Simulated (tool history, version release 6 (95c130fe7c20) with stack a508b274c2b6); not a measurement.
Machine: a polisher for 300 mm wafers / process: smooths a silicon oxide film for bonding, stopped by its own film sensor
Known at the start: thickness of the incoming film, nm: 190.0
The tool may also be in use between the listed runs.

run  hour  flow of slurry (ml/min)  pressure of the wafer on the pad (kPa)  speed of the pad under the wafer (m/s)  abrasive content of the slurry  target thickness at which the film sensor stops the polish (angstrom)  time until the film sensor stopped the polish (s)
  1   0.0                      175                                    16.5                                    0.90                             1.0                                                                   1640                                             31.849
  2   1.2                      170                                    15.9                                    0.90                             1.0                                                                   1640                                             34.380
  3   9.2                      150                                    15.9                                    0.90                             1.0                                                                   1640                                             34.367
  4  10.3                      150                                    15.2                                    0.90                             1.0                                                                   1640                                             36.299
  5  11.5                      140                                    13.8                                    0.90                             1.0                                                                   1640                                             40.276
  6  19.4                      140                                    17.2                                    0.90                             1.0                                                                   1640                                             32.335
  7  20.3                      135                                    16.5                                    0.90                             1.0                                                                   1640                                             33.565
  8  22.6                      135                                    15.9                                    0.90                             1.0                                                                   1640                                             34.938
  9  30.5                      125                                    11.7                                    0.90                             1.0                                                                   1640                                             47.639

Expected results for the next run?
 10  38.8                      130                                    11.7                                    0.90                             1.0                                                                   1640                                                  ?

{"run 10": {"time until the film sensor stopped the polish (s)": 47.656}}
